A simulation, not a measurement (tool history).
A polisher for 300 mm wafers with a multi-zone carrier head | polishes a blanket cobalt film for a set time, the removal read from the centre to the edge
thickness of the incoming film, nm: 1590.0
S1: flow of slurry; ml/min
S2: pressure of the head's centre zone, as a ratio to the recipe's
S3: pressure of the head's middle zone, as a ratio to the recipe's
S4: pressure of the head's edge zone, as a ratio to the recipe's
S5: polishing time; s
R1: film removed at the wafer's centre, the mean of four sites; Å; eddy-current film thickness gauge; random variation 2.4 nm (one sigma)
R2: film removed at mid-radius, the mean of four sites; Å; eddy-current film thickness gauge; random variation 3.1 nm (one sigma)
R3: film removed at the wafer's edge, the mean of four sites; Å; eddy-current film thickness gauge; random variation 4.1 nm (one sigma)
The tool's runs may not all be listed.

{"run": 1, "day": 0.0, "S1": 230, "S2": 1.0, "S3": 1.0, "S4": 1.0, "S5": 82, "R1": 2724.9, "R2": 3140.6, "R3": 3074.3}
{"run": 2, "day": 0.138, "S1": 230, "S2": 1.0, "S3": 0.96, "S4": 1.0, "S5": 82, "R1": 2715.1, "R2": 2973.5, "R3": 3032.1}
{"run": 3, "day": 0.225, "S1": 240, "S2": 1.03, "S3": 0.96, "S4": 1.03, "S5": 83, "R1": 2875.0, "R2": 3054.7, "R3": 3143.0}
{"run": 4, "day": 0.404, "S1": 240, "S2": 1.03, "S3": 0.96, "S4": 1.03, "S5": 103, "R1": 3527.4, "R2": 3797.6, "R3": 3878.6}
{"run": 5, "day": 0.529, "S1": 240, "S2": 0.96, "S3": 0.96, "S4": 1.03, "S5": 103, "R1": 3258.2, "R2": 3760.5, "R3": 3941.7}
{"run": 6, "day": 0.9, "S1": 240, "S2": 0.96, "S3": 0.96, "S4": 1.07, "S5": 103, "R1": 3286.6, "R2": 3796.6, "R3": 3970.2}

Forecast run 7:
{"run": 7, "day": 1.079, "S1": 265, "S2": 1.06, "S3": 0.87, "S4": 0.97, "S5": 96, "R1": "?", "R2": "?", "R3": "?"}

R1: 3408.0 Å
R2: 3298.7 Å
R3: 3472.5 Å
